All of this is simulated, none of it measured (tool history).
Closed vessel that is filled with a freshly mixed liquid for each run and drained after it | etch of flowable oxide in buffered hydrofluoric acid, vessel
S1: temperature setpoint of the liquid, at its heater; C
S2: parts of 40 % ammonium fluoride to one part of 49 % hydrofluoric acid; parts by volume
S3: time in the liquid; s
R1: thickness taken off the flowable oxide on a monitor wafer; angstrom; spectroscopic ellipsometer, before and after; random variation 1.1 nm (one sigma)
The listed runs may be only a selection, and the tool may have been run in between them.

run,hour,S1,S2,S3,R1
1,0,22,23.5,100,914.26
2,4.3,22.5,23.5,100,939.09
3,6.3,23,23.5,100,954.64
4,9.5,23.5,23.5,100,1000.1
5,14.1,24,23.5,100,1007.1
6,21.7,24.5,23.5,100,1061

What does the tool deliver on the next run?
7,25,25,23.5,100,?

R1: 1089.9 angstrom

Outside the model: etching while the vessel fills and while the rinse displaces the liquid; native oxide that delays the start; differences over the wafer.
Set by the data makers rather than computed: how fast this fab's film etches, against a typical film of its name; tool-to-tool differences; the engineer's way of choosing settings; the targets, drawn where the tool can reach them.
